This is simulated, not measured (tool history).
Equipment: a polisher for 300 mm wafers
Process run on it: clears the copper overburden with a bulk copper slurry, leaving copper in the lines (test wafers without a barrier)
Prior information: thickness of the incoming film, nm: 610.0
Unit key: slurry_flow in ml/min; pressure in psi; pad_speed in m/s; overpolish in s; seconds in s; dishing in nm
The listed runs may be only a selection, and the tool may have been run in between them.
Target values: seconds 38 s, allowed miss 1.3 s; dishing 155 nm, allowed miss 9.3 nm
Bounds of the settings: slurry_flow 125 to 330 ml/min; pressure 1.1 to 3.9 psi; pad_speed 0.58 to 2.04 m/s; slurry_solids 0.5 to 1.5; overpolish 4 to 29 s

| run | hour | slurry_flow | pressure | pad_speed | slurry_solids | overpolish | seconds | dishing |
|---|---|---|---|---|---|---|---|---|
| 1 | 0 | 210 | 2.5 | 1.3 | 1 | 15 | 62.398 | 86.16 |
| 2 | 3.6 | 165 | 2.5 | 1.3 | 1 | 15 | 63.998 | 84.089 |
| 3 | 12.5 | 165 | 2.8 | 1.3 | 1 | 15 | 58.327 | 94.363 |
| 4 | 13.6 | 165 | 3.4 | 1.3 | 1 | 15 | 48.058 | 111.6 |
| 5 | 16.7 | 170 | 3.5 | 1.32 | 1 | 16 | 45.926 | 114.74 |
| 6 | 17.6 | 170 | 3.6 | 1.34 | 1 | 17 | 43.843 | 127.45 |
| 7 | 18.8 | 175 | 3.7 | 1.36 | 1 | 18 | 42.158 | 137.18 |
| 8 | 20.6 | 175 | 3.7 | 1.38 | 1 | 18 | 41.371 | 134.86 |
| 9 | 26.8 | 175 | 3.7 | 1.38 | 1 | 19 | 41.48 | 143.75 |

Below are 5 possible settings for the next run. Only one of them brings all results inside the allowed miss of their targets. Which is it?
| A | 33 | 125 | 3.5 | 1.7 | 1 | 15 | ? | ? |
| B | 33 | 210 | 3.6 | 1.44 | 1.15 | 17 | ? | ? |
| C | 33 | 130 | 3.9 | 1.54 | 1.1 | 18 | ? | ? |
| D | 33 | 160 | 3.8 | 1.52 | 0.85 | 21 | ? | ? |
| E | 33 | 330 | 3 | 1.48 | 1 | 24 | ? | ? |

| move | seconds | dishing |
|---|---|---|
| A | 37.036 | 132.21 |
| B | 38.516 | 139.84 |
| C | 35.851 | 152.57 |
| D | 37.773 | 160.32 |
| E | 44.005 | 151.17 |
A: brings the last run's worst result on target, with another outside its allowed miss
B: brings the last run's worst result on target, with another outside its allowed miss
C: carries the result that was furthest off beyond its target, to the other side
D: every result lands within tolerance
E: lands further from the targets than the last run did
D is the move that brings every result within its allowed miss.
